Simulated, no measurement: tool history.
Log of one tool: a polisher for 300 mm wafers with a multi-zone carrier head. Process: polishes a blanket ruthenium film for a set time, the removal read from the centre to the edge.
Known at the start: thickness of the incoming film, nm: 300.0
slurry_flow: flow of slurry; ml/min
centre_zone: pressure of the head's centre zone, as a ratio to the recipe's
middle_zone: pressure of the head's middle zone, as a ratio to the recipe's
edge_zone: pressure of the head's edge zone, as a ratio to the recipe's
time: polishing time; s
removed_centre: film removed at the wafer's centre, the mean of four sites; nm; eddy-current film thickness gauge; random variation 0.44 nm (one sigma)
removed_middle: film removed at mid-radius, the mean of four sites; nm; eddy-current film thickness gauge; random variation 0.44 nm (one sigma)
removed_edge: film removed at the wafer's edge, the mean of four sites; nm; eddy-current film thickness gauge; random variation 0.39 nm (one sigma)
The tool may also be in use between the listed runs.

run 1 hour=0 | slurry_flow=130 centre_zone=1 middle_zone=1 edge_zone=1 time=68 | removed_centre=54.922 removed_middle=54.41 removed_edge=55.327
run 2 hour=8.1 | slurry_flow=130 centre_zone=1 middle_zone=1 edge_zone=1 time=82 | removed_centre=66.398 removed_middle=66.955 removed_edge=66.672
run 3 hour=16.3 | slurry_flow=130 centre_zone=0.92 middle_zone=1 edge_zone=1 time=82 | removed_centre=61.413 removed_middle=65.672 removed_edge=66.189
run 4 hour=21.9 | slurry_flow=130 centre_zone=0.92 middle_zone=1.04 edge_zone=1 time=82 | removed_centre=61.288 removed_middle=66.466 removed_edge=65.739
run 5 hour=29.7 | slurry_flow=130 centre_zone=0.98 middle_zone=1.03 edge_zone=0.95 time=73 | removed_centre=58.415 removed_middle=60.099 removed_edge=57.577
run 6 hour=32.9 | slurry_flow=130 centre_zone=0.98 middle_zone=1.11 edge_zone=0.95 time=73 | removed_centre=58.499 removed_middle=63.068 removed_edge=56.374
run 7 hour=33.5 | slurry_flow=110 centre_zone=1.08 middle_zone=1.01 edge_zone=0.85 time=54 | removed_centre=45.971 removed_middle=42.15 removed_edge=39.129
run 8 hour=39.8 | slurry_flow=115 centre_zone=1.08 middle_zone=1.01 edge_zone=0.85 time=54 | removed_centre=46.723 removed_middle=42.392 removed_edge=39.885
run 9 hour=42.2 | slurry_flow=115 centre_zone=1.08 middle_zone=1.01 edge_zone=0.85 time=54 | removed_centre=45.761 removed_middle=42.766 removed_edge=39.073

Run 10 comes next. What will it give?
run 10 hour=48.9 | slurry_flow=120 centre_zone=1.09 middle_zone=1.01 edge_zone=0.86 time=54 | removed_centre=? removed_middle=? removed_edge=?

{"run 10": {"removed_centre": 47.008, "removed_middle": 43.087, "removed_edge": 39.85}}
